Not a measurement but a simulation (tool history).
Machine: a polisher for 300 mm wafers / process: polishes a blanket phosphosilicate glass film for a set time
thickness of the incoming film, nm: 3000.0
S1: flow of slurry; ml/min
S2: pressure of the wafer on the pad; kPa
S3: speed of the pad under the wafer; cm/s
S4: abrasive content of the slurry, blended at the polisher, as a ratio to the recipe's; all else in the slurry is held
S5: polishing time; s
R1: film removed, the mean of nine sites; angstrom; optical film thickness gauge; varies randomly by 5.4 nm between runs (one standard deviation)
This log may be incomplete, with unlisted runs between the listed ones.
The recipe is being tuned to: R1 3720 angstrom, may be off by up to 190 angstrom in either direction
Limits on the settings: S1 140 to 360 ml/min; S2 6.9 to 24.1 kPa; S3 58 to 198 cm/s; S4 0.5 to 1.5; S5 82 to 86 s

run  hour   S1    S2   S3  S4  S5      R1
  1     0  230  15.2  128   1  82  6200.5
  2     6  230  13.8  126   1  82  5694.8
  3   9.6  230  12.4  124   1  82  5039.8
  4  16.9  230  11.7  124   1  82  4755.4
  5  22.6  230    11  124   1  82  4527.4
     25.3  -- head pressure recalibrated
  6  25.3  230  10.3  124   1  82  4678.5
  7  29.1  230   9.7  122   1  82  4255.5
  8  37.1  230   7.6  120   1  82  3329.7

Which of these 5 next moves meets every target?
  A  45.1  165    9  102  0.75  82   ?
  B  45.1  255  8.3   90     1  82   ?
  C  45.1  265  8.3   98     1  86   ?
  D  45.1  230  8.3  122  0.85  86   ?
  E  45.1  245  8.3   96  1.05  82   ?

move      R1
   A  2880.6
   B  2845.2
   C  3207.1
   D  3545.6
   E  3035.7
A: lands further from the targets than the last run did
B: lands further from the targets than the last run did
C: lands further from the targets than the last run did
D: each result inside its tolerance
E: lands further from the targets than the last run did
D is the move that brings every result within its allowed miss.
